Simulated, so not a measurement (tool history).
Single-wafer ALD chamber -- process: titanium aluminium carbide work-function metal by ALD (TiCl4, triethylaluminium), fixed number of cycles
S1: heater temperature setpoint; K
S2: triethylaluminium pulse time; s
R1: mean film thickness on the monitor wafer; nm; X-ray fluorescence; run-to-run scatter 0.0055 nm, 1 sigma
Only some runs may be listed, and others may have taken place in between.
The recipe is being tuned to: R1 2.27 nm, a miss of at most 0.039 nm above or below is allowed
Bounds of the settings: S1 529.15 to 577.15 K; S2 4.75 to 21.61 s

Run 1, hour 0: S1 553.15 K, S2 13.18 s. Result: R1 2.1014 nm.
Run 2, hour 0.9: S1 553.15 K, S2 15.6 s. Result: R1 2.106 nm.
Run 3, hour 6.2: S1 548.15 K, S2 15.6 s. Result: R1 2.0752 nm.
Run 4, hour 13.8: S1 548.15 K, S2 12.68 s. Result: R1 2.0462 nm.
Run 5, hour 19.6: S1 554.15 K, S2 13.33 s. Result: R1 2.105 nm.
Run 6, hour 25.1: S1 559.15 K, S2 13.83 s. Result: R1 2.1509 nm.
Run 7, hour 29.4: S1 563.15 K, S2 14.19 s. Result: R1 2.1859 nm.
Run 8, hour 34.2: S1 566.15 K, S2 14.44 s. Result: R1 2.2203 nm.
Run 9, hour 35.8: S1 567.15 K, S2 14.58 s. Result: R1 2.2314 nm.

Which single option among these 5 for the next run brings every result within its allowed miss of target? Just one does.
Run A, hour 37.4: S1 562.15 K, S2 14.12 s. Result: R1 ?.
Run B, hour 37.4: S1 570.15 K, S2 16.24 s. Result: R1 ?.
Run C, hour 37.4: S1 556.15 K, S2 12.94 s. Result: R1 ?.
Run D, hour 37.4: S1 563.15 K, S2 17.02 s. Result: R1 ?.
Run E, hour 37.4: S1 563.15 K, S2 15.61 s. Result: R1 ?.

move      R1
   A  2.1846
   B  2.2637
   C  2.1241
   D  2.2041
   E  2.2002
A: lands further from the targets than the last run did
B: all results in spec
C: lands further from the targets than the last run did
D: lands further from the targets than the last run did
E: lands further from the targets than the last run did
Go with B: it meets all targets.
